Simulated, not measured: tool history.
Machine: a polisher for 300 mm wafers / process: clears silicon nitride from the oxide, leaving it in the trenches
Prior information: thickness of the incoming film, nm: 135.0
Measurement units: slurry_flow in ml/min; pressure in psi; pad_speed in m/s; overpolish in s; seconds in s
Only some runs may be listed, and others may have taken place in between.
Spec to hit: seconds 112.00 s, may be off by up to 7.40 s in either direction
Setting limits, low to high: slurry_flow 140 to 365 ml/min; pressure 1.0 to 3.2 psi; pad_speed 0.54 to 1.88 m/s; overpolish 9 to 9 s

Run 1, day 0.000: slurry_flow 235 ml/min, pressure 2.1 psi, pad_speed 1.20 m/s, overpolish 9 s. Result: seconds 171.77 s.
Run 2, day 0.346: slurry_flow 215 ml/min, pressure 2.1 psi, pad_speed 1.20 m/s, overpolish 9 s. Result: seconds 175.03 s.
Run 3, day 0.429: slurry_flow 215 ml/min, pressure 2.5 psi, pad_speed 1.20 m/s, overpolish 9 s. Result: seconds 145.59 s.
Run 4, day 0.633: slurry_flow 190 ml/min, pressure 2.5 psi, pad_speed 1.20 m/s, overpolish 9 s. Result: seconds 148.92 s.
Run 5, day 0.883: slurry_flow 190 ml/min, pressure 2.5 psi, pad_speed 1.06 m/s, overpolish 9 s. Result: seconds 170.09 s.
Run 6, day 0.996: slurry_flow 190 ml/min, pressure 2.8 psi, pad_speed 1.06 m/s, overpolish 9 s. Result: seconds 154.86 s.
Run 7, day 1.262: slurry_flow 190 ml/min, pressure 2.9 psi, pad_speed 1.12 m/s, overpolish 9 s. Result: seconds 135.82 s.
Run 8, day 1.621: slurry_flow 190 ml/min, pressure 3.0 psi, pad_speed 1.14 m/s, overpolish 9 s. Result: seconds 132.82 s.
Run 9, day 1.912: slurry_flow 190 ml/min, pressure 3.1 psi, pad_speed 1.18 m/s, overpolish 9 s. Result: seconds 122.27 s.
Run 10, day 1.996: slurry_flow 190 ml/min, pressure 3.1 psi, pad_speed 1.20 m/s, overpolish 9 s. Result: seconds 119.52 s.

5 next moves are on the table. One of them brings every result within its allowed miss. Which?
Run A, day 2.079: slurry_flow 185 ml/min, pressure 3.2 psi, pad_speed 1.22 m/s, overpolish 9 s. Result: seconds ?.
Run B, day 2.079: slurry_flow 230 ml/min, pressure 3.1 psi, pad_speed 1.08 m/s, overpolish 9 s. Result: seconds ?.
Run C, day 2.079: slurry_flow 185 ml/min, pressure 3.1 psi, pad_speed 1.12 m/s, overpolish 9 s. Result: seconds ?.
Run D, day 2.079: slurry_flow 230 ml/min, pressure 3.1 psi, pad_speed 1.12 m/s, overpolish 9 s. Result: seconds ?.
Run E, day 2.079: slurry_flow 165 ml/min, pressure 3.0 psi, pad_speed 1.18 m/s, overpolish 9 s. Result: seconds ?.

move  seconds
   A   114.54
   B   130.59
   C   128.37
   D   126.07
   E   127.28
A: all results land within tolerance of their targets
B: moves away from the targets compared with the last run
C: moves away from the targets compared with the last run
D: moves away from the targets compared with the last run
E: moves away from the targets compared with the last run
Move A is the one to make.

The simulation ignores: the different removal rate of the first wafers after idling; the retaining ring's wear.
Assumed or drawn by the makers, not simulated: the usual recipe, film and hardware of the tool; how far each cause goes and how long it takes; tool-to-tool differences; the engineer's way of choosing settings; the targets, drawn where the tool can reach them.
